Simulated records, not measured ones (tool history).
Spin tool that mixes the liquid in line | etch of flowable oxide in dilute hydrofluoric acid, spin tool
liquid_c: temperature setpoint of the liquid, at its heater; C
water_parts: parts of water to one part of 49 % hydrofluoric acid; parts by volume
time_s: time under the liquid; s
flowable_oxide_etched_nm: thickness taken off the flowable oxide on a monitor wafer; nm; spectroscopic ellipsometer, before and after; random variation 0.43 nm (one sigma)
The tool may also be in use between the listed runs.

run  hour  liquid_c  water_parts  time_s  flowable_oxide_etched_nm
  1     0        25          290     280                     29.93
  2   7.3      26.5          290     280                    31.472
  3  15.8        27          270     280                    35.269
  4  16.6      27.5          255     280                    38.634
  5  17.6        29          255     280                    40.021
  6  23.4        29          255     305                    43.895

Run 7 comes next. What will it give?
  7  25.9      29.5          240     305                         ?

flowable_oxide_etched_nm: 48.721 nm

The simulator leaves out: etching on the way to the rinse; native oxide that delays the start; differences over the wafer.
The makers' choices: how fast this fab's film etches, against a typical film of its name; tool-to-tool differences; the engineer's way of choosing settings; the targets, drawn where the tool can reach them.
